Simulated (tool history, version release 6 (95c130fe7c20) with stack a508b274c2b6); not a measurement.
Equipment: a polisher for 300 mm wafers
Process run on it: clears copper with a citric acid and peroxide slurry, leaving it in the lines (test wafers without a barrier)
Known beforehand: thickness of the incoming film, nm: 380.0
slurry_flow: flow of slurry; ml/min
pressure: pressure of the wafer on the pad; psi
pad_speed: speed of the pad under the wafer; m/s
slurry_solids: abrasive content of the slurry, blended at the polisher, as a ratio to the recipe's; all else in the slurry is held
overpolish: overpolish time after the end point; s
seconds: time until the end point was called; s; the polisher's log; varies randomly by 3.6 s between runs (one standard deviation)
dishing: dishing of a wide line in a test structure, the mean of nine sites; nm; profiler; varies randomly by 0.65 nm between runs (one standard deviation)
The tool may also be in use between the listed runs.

Run 1, hour 0: slurry_flow 285 ml/min, pressure 4 psi, pad_speed 0.88 m/s, slurry_solids 1, overpolish 29 s. Result: seconds 134.48 s, dishing 46.249 nm.
Run 2, hour 7.4: slurry_flow 285 ml/min, pressure 4.5 psi, pad_speed 0.88 m/s, slurry_solids 1, overpolish 29 s. Result: seconds 116.89 s, dishing 50.161 nm.
Run 3, hour 11.6: slurry_flow 285 ml/min, pressure 3.6 psi, pad_speed 0.88 m/s, slurry_solids 1, overpolish 29 s. Result: seconds 146.8 s, dishing 42.888 nm.
Run 4, hour 19.9: slurry_flow 285 ml/min, pressure 3.6 psi, pad_speed 0.88 m/s, slurry_solids 1, overpolish 22 s. Result: seconds 148.39 s, dishing 33.17 nm.
Run 5, hour 23.7: slurry_flow 285 ml/min, pressure 3.3 psi, pad_speed 0.84 m/s, slurry_solids 1, overpolish 25 s. Result: seconds 165.4 s, dishing 33.374 nm.
Run 6, hour 26.3: slurry_flow 285 ml/min, pressure 3 psi, pad_speed 0.8 m/s, slurry_solids 1, overpolish 28 s. Result: seconds 187.06 s, dishing 33.401 nm.
Run 7, hour 29.7: slurry_flow 285 ml/min, pressure 2.8 psi, pad_speed 0.78 m/s, slurry_solids 1, overpolish 30 s. Result: seconds 208.73 s, dishing 31.899 nm.
Run 8, hour 38.7: slurry_flow 285 ml/min, pressure 2.6 psi, pad_speed 0.78 m/s, slurry_solids 1, overpolish 32 s. Result: seconds 221.75 s, dishing 32.468 nm.
Run 9, hour 45.6: slurry_flow 285 ml/min, pressure 2.4 psi, pad_speed 0.78 m/s, slurry_solids 1, overpolish 34 s. Result: seconds 234.3 s, dishing 32.687 nm.
Run 10, hour 49.8: slurry_flow 285 ml/min, pressure 2.3 psi, pad_speed 0.78 m/s, slurry_solids 1, overpolish 35 s. Result: seconds 243.43 s, dishing 30.261 nm.
Run 11, hour 51.5: slurry_flow 285 ml/min, pressure 2.2 psi, pad_speed 0.78 m/s, slurry_solids 1, overpolish 37 s. Result: seconds 249.45 s, dishing 31.542 nm.

Run 12 comes next. What will it give?
Run 12, hour 55.1: slurry_flow 285 ml/min, pressure 2.1 psi, pad_speed 0.78 m/s, slurry_solids 1, overpolish 39 s. Result: seconds ?, dishing ?.

Logged for run 12: seconds 268.43 s, dishing 32.882 nm.

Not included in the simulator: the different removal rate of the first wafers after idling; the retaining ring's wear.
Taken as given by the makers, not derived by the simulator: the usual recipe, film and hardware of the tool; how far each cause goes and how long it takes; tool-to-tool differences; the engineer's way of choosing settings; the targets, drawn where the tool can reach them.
